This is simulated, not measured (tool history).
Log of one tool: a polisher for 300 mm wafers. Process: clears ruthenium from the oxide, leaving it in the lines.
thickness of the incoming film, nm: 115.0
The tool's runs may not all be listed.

run	hour	flow of slurry (ml/min)	pressure of the wafer on the pad (kPa)	speed of the pad under the wafer (m/s)	overpolish time after the end point (s)	time until the end point was called (s)
1	0.0	135	13.8	0.82	13	148.81
2	6.5	135	13.8	0.72	13	161.79
3	10.4	135	12.4	0.72	13	176.65
4	13.4	135	11.0	0.72	13	190.89
5	15.6	105	11.0	0.72	13	200.98
6	24.0	105	9.7	0.72	13	224.08

Run 7 comes next. What will it give?
7	31.4	105	9.0	0.72	13	?

Run 7 gave time until the end point was called (s) 235.19.
